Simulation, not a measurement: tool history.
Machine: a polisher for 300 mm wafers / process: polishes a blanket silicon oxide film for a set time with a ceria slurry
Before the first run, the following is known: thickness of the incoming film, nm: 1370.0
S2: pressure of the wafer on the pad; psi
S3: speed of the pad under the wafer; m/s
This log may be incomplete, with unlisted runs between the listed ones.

run 1 hour=0.0 | flow_of_slurry_(ml/min)=270 S2=4.1 S3=0.96 polishing_time_(s)=33 | film_removed_(nm)=200.29
run 2 hour=7.0 | flow_of_slurry_(ml/min)=270 S2=4.6 S3=0.98 polishing_time_(s)=33 | film_removed_(nm)=228.57
run 3 hour=7.8 | flow_of_slurry_(ml/min)=325 S2=4.6 S3=0.98 polishing_time_(s)=33 | film_removed_(nm)=237.20
run 4 hour=15.7 | flow_of_slurry_(ml/min)=325 S2=4.6 S3=1.14 polishing_time_(s)=33 | film_removed_(nm)=267.36
-- hour=18.6 worn pad replaced by a new one
run 5 hour=18.6 | flow_of_slurry_(ml/min)=325 S2=4.6 S3=0.96 polishing_time_(s)=33 | film_removed_(nm)=247.69
run 6 hour=23.7 | flow_of_slurry_(ml/min)=340 S2=4.9 S3=0.98 polishing_time_(s)=33 | film_removed_(nm)=263.31

The next listed run, before its measurement:
run 7 hour=30.6 | flow_of_slurry_(ml/min)=345 S2=5.2 S3=0.98 polishing_time_(s)=33 | film_removed_(nm)=?

film removed (nm): 281.92

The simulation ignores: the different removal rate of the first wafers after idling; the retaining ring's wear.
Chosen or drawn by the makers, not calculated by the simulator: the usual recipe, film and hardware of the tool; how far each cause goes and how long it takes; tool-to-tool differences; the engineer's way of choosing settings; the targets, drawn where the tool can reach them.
